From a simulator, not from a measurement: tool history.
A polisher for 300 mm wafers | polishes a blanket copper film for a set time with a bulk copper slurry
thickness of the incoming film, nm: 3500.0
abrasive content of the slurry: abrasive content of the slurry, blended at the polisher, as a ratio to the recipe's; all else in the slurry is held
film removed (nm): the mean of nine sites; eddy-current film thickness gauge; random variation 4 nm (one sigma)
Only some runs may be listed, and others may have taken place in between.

| run | day | flow of slurry (ml/min) | pressure of the wafer on the pad (kPa) | speed of the pad under the wafer (cm/s) | abrasive content of the slurry | polishing time (s) | film removed (nm) |
|---|---|---|---|---|---|---|---|
| 1 | 0 | 125 | 19.3 | 126 | 1 | 50 | 540.12 |
| 2 | 0.371 | 125 | 19.3 | 126 | 0.8 | 50 | 511.79 |
| 3 | 0.642 | 120 | 18.6 | 126 | 0.8 | 50 | 472.87 |
| 4 | 0.9 | 120 | 18.6 | 144 | 0.8 | 50 | 528.03 |
| 5 | 1.196 | 120 | 18.6 | 156 | 0.8 | 50 | 562.47 |
| 6 | 1.383 | 120 | 15.2 | 156 | 0.8 | 50 | 463.24 |

Expected results for the next run?
| 7 | 1.5 | 115 | 15.2 | 156 | 0.8 | 50 | ? |

film removed (nm): 461.63

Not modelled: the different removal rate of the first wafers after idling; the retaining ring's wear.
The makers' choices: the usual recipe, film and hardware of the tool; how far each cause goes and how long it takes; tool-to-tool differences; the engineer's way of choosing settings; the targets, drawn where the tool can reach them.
